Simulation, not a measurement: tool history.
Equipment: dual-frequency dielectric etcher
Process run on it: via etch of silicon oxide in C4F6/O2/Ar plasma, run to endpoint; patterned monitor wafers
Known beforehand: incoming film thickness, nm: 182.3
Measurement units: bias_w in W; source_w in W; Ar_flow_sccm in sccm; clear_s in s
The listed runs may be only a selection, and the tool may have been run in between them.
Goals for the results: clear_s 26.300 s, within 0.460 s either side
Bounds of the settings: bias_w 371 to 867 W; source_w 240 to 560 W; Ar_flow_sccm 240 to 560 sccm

run,hour,bias_w,source_w,Ar_flow_sccm,clear_s
1,0.0,619,400,400,33.650
2,6.2,619,350,400,34.978
3,14.7,648,370,394,33.704
4,18.2,674,390,390,32.426
5,23.0,674,390,454,32.924
6,25.2,630,390,454,34.015
7,27.9,658,400,451,32.987
8,36.2,782,480,423,28.667
9,42.6,792,490,422,28.138

Which of these 5 next moves meets every target?
A,49.0,867,520,405,?
B,49.0,735,560,423,?
C,49.0,841,460,344,?
D,49.0,768,560,477,?
E,49.0,867,470,425,?

move,clear_s
A,26.102
B,27.626
C,27.023
D,27.460
E,27.139
A: in spec on every target
B: an improvement on the last run, though not all results are within tolerance
C: an improvement on the last run, though not all results are within tolerance
D: an improvement on the last run, though not all results are within tolerance
E: an improvement on the last run, though not all results are within tolerance
Move A is the one to make.
